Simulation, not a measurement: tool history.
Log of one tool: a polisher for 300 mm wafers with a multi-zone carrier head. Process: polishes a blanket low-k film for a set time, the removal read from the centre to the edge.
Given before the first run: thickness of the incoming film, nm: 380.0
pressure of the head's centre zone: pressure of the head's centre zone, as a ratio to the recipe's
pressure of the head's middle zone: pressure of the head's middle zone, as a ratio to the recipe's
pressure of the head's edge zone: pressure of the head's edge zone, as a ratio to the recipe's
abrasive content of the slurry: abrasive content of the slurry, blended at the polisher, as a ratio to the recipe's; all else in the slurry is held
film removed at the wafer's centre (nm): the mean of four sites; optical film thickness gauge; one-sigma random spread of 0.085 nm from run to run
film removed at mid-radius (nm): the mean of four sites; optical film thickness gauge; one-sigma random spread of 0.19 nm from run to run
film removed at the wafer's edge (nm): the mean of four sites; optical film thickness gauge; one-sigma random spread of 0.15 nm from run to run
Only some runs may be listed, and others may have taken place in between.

run,day,flow of slurry (ml/min),pressure of the head's centre zone,pressure of the head's middle zone,pressure of the head's edge zone,abrasive content of the slurry,polishing time (s),film removed at the wafer's centre (nm),film removed at mid-radius (nm),film removed at the wafer's edge (nm)
1,0.000,205,1.00,1.00,1.00,1.00,74,17.475,18.202,17.629
2,0.033,205,1.00,0.92,1.00,1.00,74,17.692,16.362,17.388
3,0.333,205,1.00,0.92,1.00,1.00,67,15.831,14.738,15.847
4,0.704,205,0.93,0.92,1.00,1.00,67,14.765,15.421,16.076
5,1.008,200,0.91,0.92,0.97,0.90,67,13.366,14.119,14.582
6,1.188,190,0.89,0.92,0.94,0.90,67,13.047,13.897,14.488
# day 1.362: worn pad replaced by a new one
7,1.362,190,0.88,0.94,0.92,0.85,67,13.835,15.496,15.693
8,1.458,220,0.88,0.94,0.96,0.75,66,12.614,14.180,13.923
9,1.692,230,0.87,0.94,0.97,0.70,66,11.798,13.180,13.578
10,1.896,230,0.88,0.96,0.97,0.65,66,11.211,12.218,12.344
11,2.017,240,0.87,0.97,0.96,0.65,66,11.000,12.462,12.181
12,2.117,255,0.88,1.04,1.01,0.70,66,12.045,14.558,13.716

What will run 13 give?
13,2.175,255,0.88,1.03,1.00,0.70,66,?,?,?

For run 13 the tool returned film removed at the wafer's centre (nm) 12.075, film removed at mid-radius (nm) 14.323, film removed at the wafer's edge (nm) 13.375.
